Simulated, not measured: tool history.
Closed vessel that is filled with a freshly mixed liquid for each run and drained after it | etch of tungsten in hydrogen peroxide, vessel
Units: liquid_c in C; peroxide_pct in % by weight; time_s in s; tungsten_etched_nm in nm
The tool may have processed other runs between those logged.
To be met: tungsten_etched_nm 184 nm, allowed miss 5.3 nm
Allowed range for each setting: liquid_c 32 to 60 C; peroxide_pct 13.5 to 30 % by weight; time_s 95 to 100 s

Run 1, day 0: liquid_c 44 C, peroxide_pct 25.5 % by weight, time_s 95 s. Result: tungsten_etched_nm 123.57 nm.
Run 2, day 0.3: liquid_c 44 C, peroxide_pct 25.5 % by weight, time_s 100 s. Result: tungsten_etched_nm 131.46 nm.
Run 3, day 0.558: liquid_c 44 C, peroxide_pct 20.5 % by weight, time_s 100 s. Result: tungsten_etched_nm 117.5 nm.
Run 4, day 0.654: liquid_c 45.5 C, peroxide_pct 20.5 % by weight, time_s 100 s. Result: tungsten_etched_nm 128.19 nm.
Run 5, day 0.704: liquid_c 47 C, peroxide_pct 20.5 % by weight, time_s 100 s. Result: tungsten_etched_nm 142.44 nm.
Run 6, day 1.021: liquid_c 47 C, peroxide_pct 20.5 % by weight, time_s 100 s. Result: tungsten_etched_nm 142.85 nm.
Run 7, day 1.092: liquid_c 48 C, peroxide_pct 20.5 % by weight, time_s 100 s. Result: tungsten_etched_nm 150.71 nm.
Run 8, day 1.179: liquid_c 48.5 C, peroxide_pct 20.5 % by weight, time_s 100 s. Result: tungsten_etched_nm 155.75 nm.
Run 9, day 1.408: liquid_c 49 C, peroxide_pct 20.5 % by weight, time_s 100 s. Result: tungsten_etched_nm 158.69 nm.
Run 10, day 1.704: liquid_c 52 C, peroxide_pct 20.5 % by weight, time_s 100 s. Result: tungsten_etched_nm 193.65 nm.

4 candidate next runs follow, results not yet known. Just one meets every target within its allowed miss. Identify it.
Run A, day 2: liquid_c 53 C, peroxide_pct 21 % by weight, time_s 100 s. Result: tungsten_etched_nm ?.
Run B, day 2: liquid_c 50 C, peroxide_pct 24 % by weight, time_s 100 s. Result: tungsten_etched_nm ?.
Run C, day 2: liquid_c 55 C, peroxide_pct 20 % by weight, time_s 95 s. Result: tungsten_etched_nm ?.
Run D, day 2: liquid_c 53.5 C, peroxide_pct 19 % by weight, time_s 100 s. Result: tungsten_etched_nm ?.

move  tungsten_etched_nm
   A              206.53
   B              184.11
   C              215.73
   D              202.43
A: lands further from the targets than the last run did
B: in spec on every target
C: lands further from the targets than the last run did
D: lands further from the targets than the last run did
B meets every target.
